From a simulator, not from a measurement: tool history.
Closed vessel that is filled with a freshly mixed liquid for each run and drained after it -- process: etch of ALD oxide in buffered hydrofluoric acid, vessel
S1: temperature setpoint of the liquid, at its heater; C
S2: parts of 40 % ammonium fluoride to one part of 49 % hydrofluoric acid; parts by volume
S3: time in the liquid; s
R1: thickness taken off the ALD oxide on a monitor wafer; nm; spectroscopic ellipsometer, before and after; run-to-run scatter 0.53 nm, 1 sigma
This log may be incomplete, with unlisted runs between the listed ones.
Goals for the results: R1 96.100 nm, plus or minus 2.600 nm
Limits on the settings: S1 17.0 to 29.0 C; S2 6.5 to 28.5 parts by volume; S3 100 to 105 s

run  hour    S1    S2   S3      R1
  1   0.0  21.0  17.5  100  85.543
  2   6.9  21.5  17.5  100  88.164
  3  13.4  22.5  17.5  100  92.493
  4  16.1  20.0  17.5  100  81.249
  5  20.8  20.0  17.5  100  81.011
  6  29.1  20.0  17.5  100  79.963
  7  35.5  20.5  17.5  100  83.836
  8  42.3  21.0  17.5  100  85.458
  9  48.0  21.5  17.5  100  88.425
 10  53.4  22.5  17.5  100  92.824

Next run, 5 choices. One meets every target within its allowed miss, the rest don't. Which?
  A  58.8  25.5  20.0  105   ?
  B  58.8  21.5  15.0  100   ?
  C  58.8  25.0  19.5  100   ?
  D  58.8  22.0  16.0  105   ?
  E  58.8  23.5  18.0  105   ?

move       R1
   A  100.840
   B  102.380
   C   95.829
   D  103.720
   E  100.320
A: moves the result that the last run missed by most past its target, out the other side
B: moves the result that the last run missed by most past its target, out the other side
C: hits every target within its allowed miss
D: moves the result that the last run missed by most past its target, out the other side
E: moves the result that the last run missed by most past its target, out the other side
Correct choice: C, which meets every target
